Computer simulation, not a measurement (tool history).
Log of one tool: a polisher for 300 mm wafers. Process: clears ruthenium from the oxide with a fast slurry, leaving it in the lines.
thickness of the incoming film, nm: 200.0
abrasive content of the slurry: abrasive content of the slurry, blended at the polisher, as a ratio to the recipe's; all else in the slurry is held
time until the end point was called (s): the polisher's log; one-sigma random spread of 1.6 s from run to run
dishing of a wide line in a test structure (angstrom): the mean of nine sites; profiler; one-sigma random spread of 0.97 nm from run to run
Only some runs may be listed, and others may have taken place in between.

run	hour	flow of slurry (ml/min)	pressure of the wafer on the pad (kPa)	speed of the pad under the wafer (cm/s)	abrasive content of the slurry	overpolish time after the end point (s)	time until the end point was called (s)	dishing of a wide line in a test structure (angstrom)
1	0.0	145	15.9	84	1.00	12	86.092	267.99
2	8.7	145	15.9	84	0.85	12	97.604	227.70
3	16.9	125	15.9	84	0.85	12	101.260	224.85
4	20.6	125	15.9	84	0.85	13	102.150	240.90
5	25.6	125	16.5	84	0.85	14	97.747	284.70
6	34.5	125	16.5	66	0.85	14	121.600	227.61
7	37.0	125	17.2	66	0.85	15	115.630	239.56
8	42.1	125	17.9	68	0.85	16	106.650	272.43
9	42.8	125	17.9	70	0.85	17	105.930	308.48
10	44.1	130	18.6	70	0.85	18	102.390	340.25

For run 11, what comes out?
11	46.8	130	19.3	70	0.85	18	?	?

{"run 11": {"time until the end point was called (s)": 96.355, "dishing of a wide line in a test structure (angstrom)": 342.75}}
